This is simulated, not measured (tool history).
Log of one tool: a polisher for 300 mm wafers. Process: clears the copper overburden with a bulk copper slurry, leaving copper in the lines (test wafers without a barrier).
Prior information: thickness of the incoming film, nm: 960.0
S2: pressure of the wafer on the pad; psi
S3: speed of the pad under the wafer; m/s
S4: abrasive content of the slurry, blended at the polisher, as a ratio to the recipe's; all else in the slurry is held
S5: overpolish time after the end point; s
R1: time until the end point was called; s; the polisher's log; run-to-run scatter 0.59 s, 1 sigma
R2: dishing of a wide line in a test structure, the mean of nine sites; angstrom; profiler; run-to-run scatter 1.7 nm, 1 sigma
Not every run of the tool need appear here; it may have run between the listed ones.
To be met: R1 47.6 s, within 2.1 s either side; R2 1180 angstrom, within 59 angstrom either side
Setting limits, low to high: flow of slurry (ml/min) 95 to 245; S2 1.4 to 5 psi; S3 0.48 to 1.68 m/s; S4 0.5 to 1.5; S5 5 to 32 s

Run 1, hour 0: flow of slurry (ml/min) 155, S2 3.2 psi, S3 1.08 m/s, S4 1, S5 16 s. Result: R1 94.805 s, R2 942.97 angstrom.
Run 2, hour 2.3: flow of slurry (ml/min) 155, S2 3.2 psi, S3 0.92 m/s, S4 1, S5 16 s. Result: R1 108.8 s, R2 862.93 angstrom.
Run 3, hour 6.3: flow of slurry (ml/min) 155, S2 3.4 psi, S3 0.94 m/s, S4 1, S5 15 s. Result: R1 102.32 s, R2 889.63 angstrom.
Run 4, hour 9.3: flow of slurry (ml/min) 155, S2 3.4 psi, S3 0.94 m/s, S4 1, S5 13 s. Result: R1 101.59 s, R2 804.82 angstrom.
Run 5, hour 17.6: flow of slurry (ml/min) 195, S2 3.4 psi, S3 0.94 m/s, S4 1, S5 13 s. Result: R1 100.12 s, R2 813.75 angstrom.
Run 6, hour 18.5: flow of slurry (ml/min) 195, S2 3.7 psi, S3 0.94 m/s, S4 1, S5 13 s. Result: R1 90.64 s, R2 869.28 angstrom.
Run 7, hour 21.2: flow of slurry (ml/min) 195, S2 3.8 psi, S3 0.96 m/s, S4 1, S5 13 s. Result: R1 85.894 s, R2 898.47 angstrom.
Run 8, hour 28.9: flow of slurry (ml/min) 195, S2 3.9 psi, S3 0.98 m/s, S4 1, S5 13 s. Result: R1 83.219 s, R2 952.75 angstrom.
Run 9, hour 37.8: flow of slurry (ml/min) 195, S2 4 psi, S3 1 m/s, S4 1, S5 12 s. Result: R1 77.895 s, R2 892.04 angstrom.
Run 10, hour 39.7: flow of slurry (ml/min) 195, S2 4.1 psi, S3 1.02 m/s, S4 1, S5 12 s. Result: R1 76.092 s, R2 929.03 angstrom.
Run 11, hour 44.3: flow of slurry (ml/min) 195, S2 4.1 psi, S3 1.02 m/s, S4 1, S5 12 s. Result: R1 75.493 s, R2 944.3 angstrom.
Run 12, hour 46.5: flow of slurry (ml/min) 195, S2 4.2 psi, S3 1.04 m/s, S4 1, S5 12 s. Result: R1 71.093 s, R2 982.31 angstrom.
Run 13, hour 48.2: flow of slurry (ml/min) 195, S2 4.3 psi, S3 1.06 m/s, S4 1, S5 12 s. Result: R1 69.729 s, R2 1012.6 angstrom.
Run 14, hour 56.8: flow of slurry (ml/min) 195, S2 4.4 psi, S3 1.08 m/s, S4 1, S5 12 s. Result: R1 67.325 s, R2 1030.9 angstrom.
Run 15, hour 64.8: flow of slurry (ml/min) 195, S2 4.5 psi, S3 1.1 m/s, S4 1, S5 12 s. Result: R1 63.564 s, R2 1060.6 angstrom.
Run 16, hour 71.4: flow of slurry (ml/min) 195, S2 4.6 psi, S3 1.12 m/s, S4 1, S5 12 s. Result: R1 61.751 s, R2 1087 angstrom.
Run 17, hour 76.2: flow of slurry (ml/min) 195, S2 4.6 psi, S3 1.14 m/s, S4 1, S5 12 s. Result: R1 60.536 s, R2 1105.3 angstrom.
Run 18, hour 83.9: flow of slurry (ml/min) 205, S2 5 psi, S3 1.26 m/s, S4 1, S5 9 s. Result: R1 49.225 s, R2 1017.5 angstrom.

Which one of the following 4 next-run settings gets every result inside its allowed miss? There is exactly one.
Run A, hour 91.6: flow of slurry (ml/min) 190, S2 5 psi, S3 1.34 m/s, S4 0.95, S5 11 s. Result: R1 ?, R2 ?.
Run B, hour 91.6: flow of slurry (ml/min) 205, S2 5 psi, S3 1.46 m/s, S4 0.85, S5 10 s. Result: R1 ?, R2 ?.
Run C, hour 91.6: flow of slurry (ml/min) 220, S2 4.1 psi, S3 1.6 m/s, S4 1, S5 9 s. Result: R1 ?, R2 ?.
Run D, hour 91.6: flow of slurry (ml/min) 215, S2 5 psi, S3 1.42 m/s, S4 1.2, S5 10 s. Result: R1 ?, R2 ?.

move      R1      R2
   A  46.547  1209.7
   B  43.032  1199.7
   C  46.241  1064.9
   D  41.728    1218
A: all results in spec
B: puts the biggest miss on target and leaves a different result outside tolerance
C: an improvement on the last run, though not all results are within tolerance
D: puts the biggest miss on target and leaves a different result outside tolerance
The right move is A.
